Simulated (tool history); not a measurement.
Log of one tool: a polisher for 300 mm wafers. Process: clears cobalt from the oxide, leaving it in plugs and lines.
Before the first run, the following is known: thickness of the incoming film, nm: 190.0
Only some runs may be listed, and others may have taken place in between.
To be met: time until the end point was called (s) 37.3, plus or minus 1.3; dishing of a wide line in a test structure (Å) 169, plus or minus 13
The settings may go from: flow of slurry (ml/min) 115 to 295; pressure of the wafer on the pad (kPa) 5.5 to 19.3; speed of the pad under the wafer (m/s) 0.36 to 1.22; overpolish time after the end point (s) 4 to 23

run  hour  flow of slurry (ml/min)  pressure of the wafer on the pad (kPa)  speed of the pad under the wafer (m/s)  overpolish time after the end point (s)  time until the end point was called (s)  dishing of a wide line in a test structure (Å)
  1     0                      190                                    12.4                                    0.78                                       12                                   47.257                                          325.62
  2   1.1                      190                                    12.4                                     0.7                                       12                                   53.046                                          320.13
  3   6.3                      235                                    12.4                                     0.7                                       12                                   50.987                                          313.45
  4    13                      255                                    11.7                                    0.78                                       10                                   47.932                                          287.52
  5  14.9                      265                                    11.7                                    0.82                                        8                                   46.482                                          253.13
  6  23.4                      275                                    11.7                                    0.86                                        7                                   43.778                                          229.08
  7  27.2                      280                                    11.7                                     0.9                                        6                                   42.177                                          219.49
  8  32.5                      280                                    11.7                                     0.9                                        6                                   42.383                                          217.73

Consider the 4 candidate settings below. Which is the only one whose results all fall within their allowed miss of target?
  A  37.8                      275                                      11                                       1                                        5                                        ?                                               ?
  B  37.8                      295                                    11.7                                    1.06                                        4                                        ?                                               ?
  C  37.8                      290                                    15.2                                    0.72                                        5                                        ?                                               ?
  D  37.8                      255                                      11                                    1.14                                        5                                        ?                                               ?

move  time until the end point was called (s)  dishing of a wide line in a test structure (Å)
   A                                   41.191                                          187.41
   B                                   36.684                                          170.74
   C                                   39.656                                          193.59
   D                                   37.044                                          205.07
A: better than the last run, though not everything is in spec
B: each result inside its tolerance
C: better than the last run, though not everything is in spec
D: puts the biggest miss on target and leaves a different result outside tolerance
The move that meets every target is B.
